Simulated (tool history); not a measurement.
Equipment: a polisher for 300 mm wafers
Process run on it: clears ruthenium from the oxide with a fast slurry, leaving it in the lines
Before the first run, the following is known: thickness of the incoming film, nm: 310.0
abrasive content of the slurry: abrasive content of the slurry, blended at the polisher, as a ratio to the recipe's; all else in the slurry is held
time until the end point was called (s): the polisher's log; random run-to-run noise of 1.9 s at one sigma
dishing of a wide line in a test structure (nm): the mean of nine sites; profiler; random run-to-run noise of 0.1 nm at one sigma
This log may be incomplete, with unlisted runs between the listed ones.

run,hour,flow of slurry (ml/min),pressure of the wafer on the pad (kPa),speed of the pad under the wafer (m/s),abrasive content of the slurry,overpolish time after the end point (s),time until the end point was called (s),dishing of a wide line in a test structure (nm)
1,0.0,205,13.8,0.96,1.00,13,118.20,24.1980
2,1.8,205,13.1,0.94,1.00,11,126.71,19.5590
3,8.3,210,12.4,0.96,1.00,9,130.20,15.8220
4,14.7,210,12.4,0.96,1.15,9,123.41,16.4040
5,17.9,210,12.4,0.96,1.15,7,121.03,13.1810
6,26.6,210,12.4,0.96,1.15,5,123.34,9.6074
7,35.7,195,13.1,0.94,1.20,5,119.47,9.8815
8,44.2,180,13.1,0.92,1.25,5,122.19,9.6353
9,49.2,125,11.7,0.90,1.50,4,138.74,7.0786
10,54.5,125,12.4,0.90,1.50,4,130.25,7.2393
11,59.3,130,12.4,0.90,1.50,4,127.50,7.1387
12,60.5,140,13.8,0.90,1.50,5,114.64,10.1220
13,67.5,135,13.1,0.94,1.45,5,117.98,9.9344

For run 14, what comes out?
14,74.7,155,12.4,0.94,1.45,5,?,?

{"run 14": {"time until the end point was called (s)": 118.45, "dishing of a wide line in a test structure (nm)": 9.6428}}
